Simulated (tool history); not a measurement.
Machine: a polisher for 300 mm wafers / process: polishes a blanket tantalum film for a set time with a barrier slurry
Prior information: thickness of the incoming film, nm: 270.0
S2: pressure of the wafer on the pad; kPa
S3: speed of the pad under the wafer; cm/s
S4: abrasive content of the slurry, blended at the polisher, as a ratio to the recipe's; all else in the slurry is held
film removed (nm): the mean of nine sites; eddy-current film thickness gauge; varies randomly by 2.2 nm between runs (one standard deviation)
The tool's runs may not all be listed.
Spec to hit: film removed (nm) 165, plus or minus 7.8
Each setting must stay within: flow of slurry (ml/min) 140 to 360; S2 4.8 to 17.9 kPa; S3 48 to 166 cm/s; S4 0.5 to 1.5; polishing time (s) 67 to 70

run 1 day=0 | flow_of_slurry_(ml/min)=230 S2=11 S3=106 S4=1 polishing_time_(s)=67 | film_removed_(nm)=89.064
run 2 day=0.108 | flow_of_slurry_(ml/min)=230 S2=11 S3=106 S4=1.1 polishing_time_(s)=67 | film_removed_(nm)=93.108
run 3 day=0.288 | flow_of_slurry_(ml/min)=230 S2=11 S3=132 S4=1.1 polishing_time_(s)=67 | film_removed_(nm)=110.64
run 4 day=0.362 | flow_of_slurry_(ml/min)=230 S2=11.7 S3=132 S4=1.1 polishing_time_(s)=67 | film_removed_(nm)=118.33
run 5 day=0.383 | flow_of_slurry_(ml/min)=230 S2=12.4 S3=132 S4=1.1 polishing_time_(s)=67 | film_removed_(nm)=124.7
run 6 day=0.746 | flow_of_slurry_(ml/min)=230 S2=12.4 S3=132 S4=1.25 polishing_time_(s)=67 | film_removed_(nm)=129.93
run 7 day=1.083 | flow_of_slurry_(ml/min)=230 S2=13.8 S3=134 S4=1.25 polishing_time_(s)=67 | film_removed_(nm)=146.57
run 8 day=1.192 | flow_of_slurry_(ml/min)=230 S2=14.5 S3=134 S4=1.25 polishing_time_(s)=67 | film_removed_(nm)=154.78

Which single option among these 4 for the next run brings every result within its allowed miss of target? Just one does.
run A day=1.3 | flow_of_slurry_(ml/min)=255 S2=13.8 S3=144 S4=1.45 polishing_time_(s)=68 | film_removed_(nm)=?
run B day=1.3 | flow_of_slurry_(ml/min)=240 S2=13.8 S3=126 S4=1.4 polishing_time_(s)=67 | film_removed_(nm)=?
run C day=1.3 | flow_of_slurry_(ml/min)=255 S2=11.7 S3=160 S4=1.2 polishing_time_(s)=67 | film_removed_(nm)=?
run D day=1.3 | flow_of_slurry_(ml/min)=215 S2=14.5 S3=98 S4=1.5 polishing_time_(s)=68 | film_removed_(nm)=?

move=A film_removed_(nm)=162.8
move=B film_removed_(nm)=140.28
move=C film_removed_(nm)=143.13
move=D film_removed_(nm)=120.38
A: every result within its allowed miss
B: lands further from the targets than the last run did
C: lands further from the targets than the last run did
D: lands further from the targets than the last run did
Answer: A

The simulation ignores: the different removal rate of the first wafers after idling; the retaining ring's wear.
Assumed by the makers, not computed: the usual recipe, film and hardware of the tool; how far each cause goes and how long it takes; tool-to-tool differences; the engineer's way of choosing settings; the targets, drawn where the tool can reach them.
